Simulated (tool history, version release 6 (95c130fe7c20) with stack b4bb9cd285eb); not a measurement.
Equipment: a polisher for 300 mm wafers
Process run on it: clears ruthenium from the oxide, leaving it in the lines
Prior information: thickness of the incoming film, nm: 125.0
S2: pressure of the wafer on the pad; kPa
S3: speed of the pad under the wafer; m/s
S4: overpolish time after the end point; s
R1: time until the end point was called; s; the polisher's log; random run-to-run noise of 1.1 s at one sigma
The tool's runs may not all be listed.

{"run": 1, "day": 0.0, "flow of slurry (ml/min)": 140, "S2": 15.9, "S3": 1.04, "S4": 44, "R1": 105.89}
{"run": 2, "day": 0.346, "flow of slurry (ml/min)": 140, "S2": 15.9, "S3": 1.04, "S4": 47, "R1": 107.33}
{"run": 3, "day": 0.542, "flow of slurry (ml/min)": 165, "S2": 15.9, "S3": 1.04, "S4": 47, "R1": 102.51}
{"run": 4, "day": 0.629, "flow of slurry (ml/min)": 170, "S2": 17.2, "S3": 1.04, "S4": 47, "R1": 97.116}
{"day": 0.825, "done": "slurry nozzle cleaned"}
{"run": 5, "day": 0.825, "flow of slurry (ml/min)": 170, "S2": 17.2, "S3": 1.04, "S4": 44, "R1": 90.334}
{"run": 6, "day": 1.108, "flow of slurry (ml/min)": 140, "S2": 17.2, "S3": 1.04, "S4": 44, "R1": 91.092}
{"run": 7, "day": 1.375, "flow of slurry (ml/min)": 140, "S2": 17.9, "S3": 1.04, "S4": 44, "R1": 91.644}

Run 8, settings as shown, results not yet in. Your forecast:
{"run": 8, "day": 1.583, "flow of slurry (ml/min)": 140, "S2": 18.6, "S3": 1.04, "S4": 44, "R1": "?"}

R1: 88.066 s

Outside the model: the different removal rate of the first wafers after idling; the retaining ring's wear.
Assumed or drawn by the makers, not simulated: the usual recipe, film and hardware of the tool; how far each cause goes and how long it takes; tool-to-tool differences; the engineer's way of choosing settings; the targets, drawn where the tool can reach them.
